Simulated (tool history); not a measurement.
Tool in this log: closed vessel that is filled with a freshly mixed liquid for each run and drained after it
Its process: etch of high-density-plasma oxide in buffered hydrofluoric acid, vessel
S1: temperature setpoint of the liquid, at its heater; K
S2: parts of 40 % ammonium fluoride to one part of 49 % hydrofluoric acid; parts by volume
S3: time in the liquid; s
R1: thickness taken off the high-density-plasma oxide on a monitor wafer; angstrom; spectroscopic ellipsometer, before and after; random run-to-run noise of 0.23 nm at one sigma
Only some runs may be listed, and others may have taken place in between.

Run 1, hour 0.0: S1 294.15 K, S2 18.0 parts by volume, S3 95 s. Result: R1 592.61 angstrom.
Run 2, hour 3.7: S1 293.15 K, S2 18.5 parts by volume, S3 95 s. Result: R1 545.09 angstrom.
Run 3, hour 8.3: S1 296.15 K, S2 18.5 parts by volume, S3 95 s. Result: R1 644.60 angstrom.
Run 4, hour 13.8: S1 295.15 K, S2 18.5 parts by volume, S3 95 s. Result: R1 610.72 angstrom.
Run 5, hour 18.1: S1 294.15 K, S2 18.5 parts by volume, S3 95 s. Result: R1 574.14 angstrom.
Run 6, hour 26.9: S1 294.15 K, S2 15.5 parts by volume, S3 95 s. Result: R1 686.02 angstrom.
Run 7, hour 34.9: S1 293.15 K, S2 16.5 parts by volume, S3 95 s. Result: R1 604.65 angstrom.
Run 8, hour 35.8: S1 292.65 K, S2 17.0 parts by volume, S3 95 s. Result: R1 570.76 angstrom.
Run 9, hour 42.4: S1 292.15 K, S2 17.5 parts by volume, S3 95 s. Result: R1 544.95 angstrom.

Forecast run 10:
Run 10, hour 45.2: S1 291.65 K, S2 18.0 parts by volume, S3 95 s. Result: R1 ?.

R1: 516.88 angstrom

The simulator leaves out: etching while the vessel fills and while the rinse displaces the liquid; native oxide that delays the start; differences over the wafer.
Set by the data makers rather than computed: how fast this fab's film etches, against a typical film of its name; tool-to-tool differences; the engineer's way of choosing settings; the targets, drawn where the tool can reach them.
